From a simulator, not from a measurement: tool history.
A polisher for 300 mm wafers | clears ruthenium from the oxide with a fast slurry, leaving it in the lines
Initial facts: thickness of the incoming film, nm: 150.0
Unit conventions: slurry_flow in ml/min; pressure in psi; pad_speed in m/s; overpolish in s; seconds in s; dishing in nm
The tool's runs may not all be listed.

run,day,slurry_flow,pressure,pad_speed,slurry_solids,overpolish,seconds,dishing
1,0,125,2.5,1.14,1,27,40.168,82.669
2,0.229,120,2.4,1.14,1,28,42.973,82.467
3,0.571,120,2.1,1.14,1,28,48.507,73.142
4,0.721,115,2.1,1.14,1,29,47.916,73.608
5,1.1,115,2.1,1.14,1,40,48.852,93.447
6,1.433,115,2.1,1.14,1,32,48.407,81.271

Run 7 has not been measured yet. What should we expect?
7,1.583,115,2.1,1.14,1,33,?,?

{"run 7": {"seconds": 49.892, "dishing": 83.227}}

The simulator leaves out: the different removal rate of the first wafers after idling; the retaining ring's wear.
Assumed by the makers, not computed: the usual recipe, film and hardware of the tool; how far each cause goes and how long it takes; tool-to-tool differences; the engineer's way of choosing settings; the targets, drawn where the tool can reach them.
